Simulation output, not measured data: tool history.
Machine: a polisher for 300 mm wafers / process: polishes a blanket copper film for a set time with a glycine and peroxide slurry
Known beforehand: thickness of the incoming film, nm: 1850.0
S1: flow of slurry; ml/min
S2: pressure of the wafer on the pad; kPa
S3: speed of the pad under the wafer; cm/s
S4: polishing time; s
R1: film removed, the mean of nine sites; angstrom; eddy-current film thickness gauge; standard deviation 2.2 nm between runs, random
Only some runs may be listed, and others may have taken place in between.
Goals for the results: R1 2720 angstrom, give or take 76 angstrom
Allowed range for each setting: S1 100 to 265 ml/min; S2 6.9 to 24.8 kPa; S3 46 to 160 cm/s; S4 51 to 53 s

run,day,S1,S2,S3,S4,R1
1,0,170,15.9,102,51,1927.1
2,0.2,135,15.9,102,51,1852.9
3,0.45,135,15.9,112,51,1995.8
4,0.612,165,15.9,112,51,2065.4
5,0.812,165,13.1,112,51,1863.7
6,0.904,140,13.1,112,51,1812
7,1.079,150,15.2,112,51,2002.9
8,1.104,160,16.5,112,51,2124.9
9,1.204,170,17.2,112,51,2155.5
10,1.375,175,18.6,112,51,2267.4
11,1.7,185,22.8,114,51,2608.1

Of the 4 settings listed for the next run, only one would bring every result within its allowed miss of target. Which one?
A,2.025,220,20.7,104,52,?
B,2.025,200,24.1,96,52,?
C,2.025,170,22.1,108,52,?
D,2.025,100,24.8,120,53,?

move,R1
A,2384.9
B,2462.3
C,2466.9
D,2689.8
A: lands further from the targets than the last run did
B: lands further from the targets than the last run did
C: lands further from the targets than the last run did
D: every result lands within tolerance
Correct choice: D, which meets every target
